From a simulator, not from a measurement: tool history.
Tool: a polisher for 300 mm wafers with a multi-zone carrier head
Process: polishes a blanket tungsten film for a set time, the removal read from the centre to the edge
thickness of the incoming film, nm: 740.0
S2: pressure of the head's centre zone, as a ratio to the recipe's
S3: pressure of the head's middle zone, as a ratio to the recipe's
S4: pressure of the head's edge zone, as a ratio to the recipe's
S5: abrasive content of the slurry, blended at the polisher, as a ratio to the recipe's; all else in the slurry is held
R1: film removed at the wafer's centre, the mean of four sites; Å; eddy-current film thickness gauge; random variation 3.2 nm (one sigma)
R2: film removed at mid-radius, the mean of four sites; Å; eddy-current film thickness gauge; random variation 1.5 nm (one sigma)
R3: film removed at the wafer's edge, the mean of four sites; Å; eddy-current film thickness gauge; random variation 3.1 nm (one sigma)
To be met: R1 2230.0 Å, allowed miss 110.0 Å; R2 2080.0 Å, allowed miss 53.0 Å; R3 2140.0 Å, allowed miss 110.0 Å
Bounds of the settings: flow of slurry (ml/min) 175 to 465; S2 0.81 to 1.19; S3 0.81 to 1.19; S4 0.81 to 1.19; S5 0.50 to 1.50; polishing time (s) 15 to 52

{"run": 1, "day": 0.0, "flow of slurry (ml/min)": 295, "S2": 1.0, "S3": 1.0, "S4": 1.0, "S5": 1.0, "polishing time (s)": 33, "R1": 2438.7, "R2": 2448.5, "R3": 2453.9}
{"run": 2, "day": 0.267, "flow of slurry (ml/min)": 295, "S2": 1.0, "S3": 1.0, "S4": 1.0, "S5": 1.15, "polishing time (s)": 33, "R1": 2512.0, "R2": 2561.3, "R3": 2485.0}
{"run": 3, "day": 0.292, "flow of slurry (ml/min)": 290, "S2": 0.99, "S3": 0.96, "S4": 0.95, "S5": 1.1, "polishing time (s)": 33, "R1": 2501.2, "R2": 2464.6, "R3": 2446.7}
{"run": 4, "day": 0.5, "flow of slurry (ml/min)": 290, "S2": 0.99, "S3": 0.95, "S4": 0.92, "S5": 1.0, "polishing time (s)": 32, "R1": 2334.6, "R2": 2295.1, "R3": 2282.1}
{"run": 5, "day": 0.675, "flow of slurry (ml/min)": 290, "S2": 0.99, "S3": 0.95, "S4": 0.99, "S5": 1.0, "polishing time (s)": 32, "R1": 2341.5, "R2": 2273.8, "R3": 2357.4}
{"run": 6, "day": 0.867, "flow of slurry (ml/min)": 285, "S2": 0.99, "S3": 0.94, "S4": 0.96, "S5": 0.95, "polishing time (s)": 32, "R1": 2314.6, "R2": 2227.8, "R3": 2299.8}
{"run": 7, "day": 0.912, "flow of slurry (ml/min)": 280, "S2": 0.99, "S3": 0.93, "S4": 0.94, "S5": 0.9, "polishing time (s)": 32, "R1": 2219.5, "R2": 2164.8, "R3": 2191.4}
{"run": 8, "day": 0.946, "flow of slurry (ml/min)": 270, "S2": 1.0, "S3": 0.92, "S4": 0.94, "S5": 0.9, "polishing time (s)": 32, "R1": 2310.7, "R2": 2150.8, "R3": 2206.3}

Which of these 4 next moves meets every target?
{"run": "A", "day": 0.979, "flow of slurry (ml/min)": 270, "S2": 0.95, "S3": 0.81, "S4": 1.16, "S5": 0.8, "polishing time (s)": 34, "R1": "?", "R2": "?", "R3": "?"}
{"run": "B", "day": 0.979, "flow of slurry (ml/min)": 245, "S2": 0.9, "S3": 0.93, "S4": 0.97, "S5": 0.85, "polishing time (s)": 34, "R1": "?", "R2": "?", "R3": "?"}
{"run": "C", "day": 0.979, "flow of slurry (ml/min)": 265, "S2": 1.0, "S3": 0.91, "S4": 0.88, "S5": 0.85, "polishing time (s)": 32, "R1": "?", "R2": "?", "R3": "?"}
{"run": "D", "day": 0.979, "flow of slurry (ml/min)": 285, "S2": 1.06, "S3": 0.87, "S4": 0.95, "S5": 0.95, "polishing time (s)": 32, "R1": "?", "R2": "?", "R3": "?"}

move=A R1=2200.8 R2=1949.0 R3=2430.3
move=B R1=2097.2 R2=2200.2 R3=2286.0
move=C R1=2219.8 R2=2053.6 R3=2094.7
move=D R1=2460.2 R2=2065.6 R3=2244.5
A: takes the result that was furthest off past its target
B: further off than the last run
C: meets every target
D: brings the result that was furthest off to its target, and leaves another outside
Move C is the one to make.
